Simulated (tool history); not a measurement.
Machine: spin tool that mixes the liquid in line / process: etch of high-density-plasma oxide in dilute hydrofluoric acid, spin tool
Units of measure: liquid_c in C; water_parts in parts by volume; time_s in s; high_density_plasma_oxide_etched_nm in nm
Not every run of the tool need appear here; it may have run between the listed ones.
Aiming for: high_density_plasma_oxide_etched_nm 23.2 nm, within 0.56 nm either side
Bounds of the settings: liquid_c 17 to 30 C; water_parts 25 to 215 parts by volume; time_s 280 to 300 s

run,hour,liquid_c,water_parts,time_s,high_density_plasma_oxide_etched_nm
1,0,22,120,280,10.763
2,4.3,23.5,110,280,12.588
3,12.6,25,110,280,13.385
4,16.6,26,105,280,14.595
5,17.7,26.5,100,280,15.914
6,19.4,27,95,280,16.947
7,21.4,27.5,90,280,18.405
8,28.8,28,90,280,18.844
9,33.3,28.5,90,280,19.442
10,37,29,90,280,19.598
11,42.5,29.5,85,280,21.196
12,49,29.5,85,280,21.206

5 candidate next runs follow, results not yet known. Just one meets every target within its allowed miss. Identify it.
A,55.5,29.5,75,280,?
B,55.5,29.5,80,300,?
C,55.5,28.5,75,290,?
D,55.5,30,85,300,?
E,55.5,30,80,300,?

move,high_density_plasma_oxide_etched_nm
A,24.329
B,24.261
C,24.242
D,23.106
E,24.73
A: takes the result that was furthest off past its target
B: takes the result that was furthest off past its target
C: takes the result that was furthest off past its target
D: all results in spec
E: takes the result that was furthest off past its target
D is the move that brings every result within its allowed miss.
